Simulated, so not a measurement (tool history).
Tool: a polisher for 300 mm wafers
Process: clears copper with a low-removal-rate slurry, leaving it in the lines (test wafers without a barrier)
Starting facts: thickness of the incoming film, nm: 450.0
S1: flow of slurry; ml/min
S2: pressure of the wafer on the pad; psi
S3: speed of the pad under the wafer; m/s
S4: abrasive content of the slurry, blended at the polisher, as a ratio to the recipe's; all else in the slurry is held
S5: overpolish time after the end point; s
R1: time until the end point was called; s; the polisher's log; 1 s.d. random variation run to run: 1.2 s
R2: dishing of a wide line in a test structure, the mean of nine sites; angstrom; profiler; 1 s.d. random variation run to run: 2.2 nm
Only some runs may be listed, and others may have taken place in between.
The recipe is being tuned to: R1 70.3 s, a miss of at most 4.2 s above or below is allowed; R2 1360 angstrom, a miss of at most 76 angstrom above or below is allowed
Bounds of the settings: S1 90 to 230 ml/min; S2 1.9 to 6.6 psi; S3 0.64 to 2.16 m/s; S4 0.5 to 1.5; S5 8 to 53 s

{"run": 1, "hour": 0.0, "S1": 150, "S2": 4.2, "S3": 1.4, "S4": 1, "S5": 27, "R1": 81.666, "R2": 849.98}
{"run": 2, "hour": 7.7, "S1": 150, "S2": 4.2, "S3": 1.4, "S4": 0.8, "S5": 27, "R1": 84.051, "R2": 840.1}
{"run": 3, "hour": 14.5, "S1": 150, "S2": 4.2, "S3": 1.58, "S4": 0.8, "S5": 27, "R1": 75.915, "R2": 926.45}
{"run": 4, "hour": 19.8, "S1": 130, "S2": 4.2, "S3": 1.58, "S4": 0.8, "S5": 27, "R1": 78.018, "R2": 888.89}
{"run": 5, "hour": 26.3, "S1": 130, "S2": 4.2, "S3": 1.42, "S4": 0.8, "S5": 27, "R1": 87.011, "R2": 833.93}
{"run": 6, "hour": 30.9, "S1": 130, "S2": 4.3, "S3": 1.42, "S4": 0.8, "S5": 28, "R1": 85.521, "R2": 847.26}
{"run": 7, "hour": 39.2, "S1": 130, "S2": 4.4, "S3": 1.42, "S4": 0.8, "S5": 29, "R1": 82.844, "R2": 892.72}
{"run": 8, "hour": 45.2, "S1": 130, "S2": 4.5, "S3": 1.42, "S4": 0.8, "S5": 30, "R1": 82.398, "R2": 936.62}
{"run": 9, "hour": 52.3, "S1": 130, "S2": 4.6, "S3": 1.42, "S4": 0.8, "S5": 31, "R1": 78.313, "R2": 948.88}
{"hour": 55.4, "done": "slurry blender recalibrated"}
{"run": 10, "hour": 55.4, "S1": 125, "S2": 4.9, "S3": 1.44, "S4": 0.8, "S5": 44, "R1": 71.144, "R2": 1303.2}

Below are 5 possible settings for the next run. Only one of them brings all results inside the allowed miss of their targets. Which is it?
{"run": "A", "hour": 58.5, "S1": 135, "S2": 5.6, "S3": 1.32, "S4": 0.55, "S5": 47, "R1": "?", "R2": "?"}
{"run": "B", "hour": 58.5, "S1": 140, "S2": 4.5, "S3": 1.7, "S4": 0.75, "S5": 34, "R1": "?", "R2": "?"}
{"run": "C", "hour": 58.5, "S1": 125, "S2": 4.3, "S3": 1.56, "S4": 0.85, "S5": 44, "R1": "?", "R2": "?"}
{"run": "D", "hour": 58.5, "S1": 105, "S2": 4.8, "S3": 1.54, "S4": 0.8, "S5": 39, "R1": "?", "R2": "?"}
{"run": "E", "hour": 58.5, "S1": 90, "S2": 4.9, "S3": 1.76, "S4": 0.65, "S5": 37, "R1": "?", "R2": "?"}

move=A R1=72.028 R2=1357.1
move=B R1=66.765 R2=1151.8
move=C R1=75.967 R2=1225.4
move=D R1=71.82 R2=1205
move=E R1=65.325 R2=1236.5
A: every result lands within tolerance
B: the biggest miss grows against the last run
C: the biggest miss grows against the last run
D: the biggest miss grows against the last run
E: the biggest miss grows against the last run
Correct choice: A, which meets every target
